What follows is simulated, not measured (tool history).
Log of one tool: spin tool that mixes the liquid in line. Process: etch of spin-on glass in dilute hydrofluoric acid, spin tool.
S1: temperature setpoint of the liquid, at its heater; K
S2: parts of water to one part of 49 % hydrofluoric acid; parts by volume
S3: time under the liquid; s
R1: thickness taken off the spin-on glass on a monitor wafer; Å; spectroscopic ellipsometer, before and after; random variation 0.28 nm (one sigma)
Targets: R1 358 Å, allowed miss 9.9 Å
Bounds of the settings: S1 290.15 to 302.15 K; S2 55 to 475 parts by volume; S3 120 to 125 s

run  hour      S1   S2   S3      R1
  1     0  294.15  265  120  109.09
  2   7.2  295.15  245  120  125.71
  3  11.7  295.65  230  120  137.07
  4  13.5  296.15  215  120  153.82
  5  21.1  296.65  205  120  163.22
  6  28.4  296.65  240  120  134.49
  7  30.3  297.15  225  120  148.18
  8  37.3  297.65  210  120  165.81
  9  38.2  298.15  200  120  178.65
 10  40.2  298.65  190  120  194.79
 11  44.8  299.15  180  120  211.76
 12  53.2  299.65  170  120  230.93
 13  57.5  300.15  165  120  244.67
 14  59.4  302.15   90  120  529.61

Which of these 4 next moves meets every target?
  A  61.3  300.65  125  125   ?
  B  61.3  302.15   70  125   ?
  C  61.3  301.65  130  120   ?
  D  61.3  298.15  120  120   ?

move      R1
   A  355.62
   B  724.89
   C  338.56
   D  325.31
A: meets every target
B: further off than the last run
C: takes the result that was furthest off past its target
D: takes the result that was furthest off past its target
The right move is A.

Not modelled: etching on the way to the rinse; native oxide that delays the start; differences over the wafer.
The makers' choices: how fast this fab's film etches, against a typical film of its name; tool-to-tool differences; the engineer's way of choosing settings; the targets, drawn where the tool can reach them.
